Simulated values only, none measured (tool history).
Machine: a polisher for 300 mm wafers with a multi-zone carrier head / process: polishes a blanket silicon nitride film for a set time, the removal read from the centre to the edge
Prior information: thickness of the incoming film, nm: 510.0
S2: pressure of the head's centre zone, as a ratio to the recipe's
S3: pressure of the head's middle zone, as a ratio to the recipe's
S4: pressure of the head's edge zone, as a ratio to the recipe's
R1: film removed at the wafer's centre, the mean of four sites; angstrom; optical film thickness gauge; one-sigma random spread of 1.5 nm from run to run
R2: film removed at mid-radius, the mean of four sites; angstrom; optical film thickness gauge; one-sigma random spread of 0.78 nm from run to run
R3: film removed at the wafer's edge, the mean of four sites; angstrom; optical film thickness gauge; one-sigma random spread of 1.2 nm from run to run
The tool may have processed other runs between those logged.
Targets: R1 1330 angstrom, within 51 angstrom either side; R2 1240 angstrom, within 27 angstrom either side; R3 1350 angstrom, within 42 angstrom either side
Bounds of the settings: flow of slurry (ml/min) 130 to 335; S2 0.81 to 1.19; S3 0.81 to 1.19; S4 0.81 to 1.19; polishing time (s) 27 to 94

Run 1, hour 0: flow of slurry (ml/min) 215, S2 1, S3 1, S4 1, polishing time (s) 60. Result: R1 1138.1 angstrom, R2 1134.6 angstrom, R3 1099.5 angstrom.
Run 2, hour 2: flow of slurry (ml/min) 180, S2 1, S3 1, S4 1, polishing time (s) 60. Result: R1 1094.8 angstrom, R2 1097.7 angstrom, R3 1097.9 angstrom.
Run 3, hour 9.6: flow of slurry (ml/min) 180, S2 1, S3 1, S4 0.94, polishing time (s) 60. Result: R1 1095.8 angstrom, R2 1104.4 angstrom, R3 1045.8 angstrom.
Run 4, hour 18: flow of slurry (ml/min) 195, S2 1.01, S3 1, S4 0.98, polishing time (s) 61. Result: R1 1140.3 angstrom, R2 1135.7 angstrom, R3 1111 angstrom.
Run 5, hour 18.9: flow of slurry (ml/min) 150, S2 1.01, S3 1, S4 0.98, polishing time (s) 61. Result: R1 1034.9 angstrom, R2 1076.2 angstrom, R3 1066 angstrom.
Run 6, hour 24.9: flow of slurry (ml/min) 170, S2 1.01, S3 1, S4 1.01, polishing time (s) 61. Result: R1 1083.8 angstrom, R2 1111.8 angstrom, R3 1096.6 angstrom.
Run 7, hour 30.3: flow of slurry (ml/min) 190, S2 1.01, S3 0.99, S4 1.04, polishing time (s) 62. Result: R1 1139 angstrom, R2 1121.2 angstrom, R3 1147.2 angstrom.
Run 8, hour 32.1: flow of slurry (ml/min) 205, S2 1.01, S3 0.99, S4 1.06, polishing time (s) 62. Result: R1 1170.7 angstrom, R2 1141.3 angstrom, R3 1154.3 angstrom.
Run 9, hour 37.3: flow of slurry (ml/min) 215, S2 1, S3 0.98, S4 1.08, polishing time (s) 63. Result: R1 1182.6 angstrom, R2 1146.5 angstrom, R3 1192.6 angstrom.
Run 10, hour 39.5: flow of slurry (ml/min) 275, S2 1.05, S3 1.01, S4 1.18, polishing time (s) 66. Result: R1 1322.1 angstrom, R2 1285.1 angstrom, R3 1329.4 angstrom.
Run 11, hour 42.2: flow of slurry (ml/min) 275, S2 1.05, S3 1.01, S4 1.18, polishing time (s) 66. Result: R1 1358.2 angstrom, R2 1296.3 angstrom, R3 1323.1 angstrom.
At hour 44.4: edge zone pressure recalibrated.
Run 12, hour 44.4: flow of slurry (ml/min) 270, S2 1.05, S3 1, S4 1.18, polishing time (s) 66. Result: R1 1317.8 angstrom, R2 1269.1 angstrom, R3 1382.4 angstrom.
Run 13, hour 47.6: flow of slurry (ml/min) 270, S2 1.05, S3 1, S4 1.17, polishing time (s) 66. Result: R1 1348.9 angstrom, R2 1281 angstrom, R3 1385.3 angstrom.
Run 14, hour 54.5: flow of slurry (ml/min) 265, S2 1.05, S3 1, S4 1.17, polishing time (s) 66. Result: R1 1343.6 angstrom, R2 1285.5 angstrom, R3 1361.9 angstrom.

Exactly one of the 4 candidate moves below puts every result within its allowed miss. Which one?
Run A, hour 61.4: flow of slurry (ml/min) 260, S2 1.04, S3 0.91, S4 1.19, polishing time (s) 67. Result: R1 ?, R2 ?, R3 ?.
Run B, hour 61.4: flow of slurry (ml/min) 280, S2 1.02, S3 1, S4 1.19, polishing time (s) 69. Result: R1 ?, R2 ?, R3 ?.
Run C, hour 61.4: flow of slurry (ml/min) 255, S2 1.04, S3 0.95, S4 1.07, polishing time (s) 67. Result: R1 ?, R2 ?, R3 ?.
Run D, hour 61.4: flow of slurry (ml/min) 310, S2 1.08, S3 0.98, S4 1.02, polishing time (s) 69. Result: R1 ?, R2 ?, R3 ?.

move      R1      R2      R3
   A  1304.8  1207.5  1426.5
   B  1330.9  1357.3  1476.7
   C  1301.8  1248.9  1362.2
   D    1426  1348.3  1398.5
A: the result that was furthest off in the last run now lies on the other side of its target
B: lands further from the targets than the last run did
C: every result within its allowed miss
D: lands further from the targets than the last run did
The right move is C.
